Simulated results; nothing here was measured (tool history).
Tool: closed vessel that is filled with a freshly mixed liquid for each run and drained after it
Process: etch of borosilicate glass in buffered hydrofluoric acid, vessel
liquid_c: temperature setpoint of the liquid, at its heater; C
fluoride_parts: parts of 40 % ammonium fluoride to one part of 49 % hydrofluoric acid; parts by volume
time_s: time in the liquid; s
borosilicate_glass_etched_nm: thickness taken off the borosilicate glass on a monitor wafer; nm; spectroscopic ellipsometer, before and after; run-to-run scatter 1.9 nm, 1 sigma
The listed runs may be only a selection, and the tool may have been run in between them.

run 1 day=0 | liquid_c=21 fluoride_parts=10.5 time_s=95 | borosilicate_glass_etched_nm=92.525
run 2 day=0.358 | liquid_c=22.5 fluoride_parts=9.5 time_s=95 | borosilicate_glass_etched_nm=109.43
run 3 day=0.546 | liquid_c=24 fluoride_parts=8.5 time_s=95 | borosilicate_glass_etched_nm=130.2
run 4 day=0.596 | liquid_c=25 fluoride_parts=8 time_s=95 | borosilicate_glass_etched_nm=146.63
run 5 day=0.896 | liquid_c=25 fluoride_parts=8 time_s=100 | borosilicate_glass_etched_nm=155.65
run 6 day=0.962 | liquid_c=26 fluoride_parts=7.5 time_s=100 | borosilicate_glass_etched_nm=176.49
run 7 day=1.217 | liquid_c=26.5 fluoride_parts=7.5 time_s=100 | borosilicate_glass_etched_nm=179.49
run 8 day=1.512 | liquid_c=26.5 fluoride_parts=7.5 time_s=100 | borosilicate_glass_etched_nm=182.07
run 9 day=1.675 | liquid_c=27 fluoride_parts=7.5 time_s=100 | borosilicate_glass_etched_nm=187

Run 10 is up next; what results do you expect?
run 10 day=1.746 | liquid_c=27.5 fluoride_parts=7.5 time_s=100 | borosilicate_glass_etched_nm=?

borosilicate_glass_etched_nm: 191.77 nm
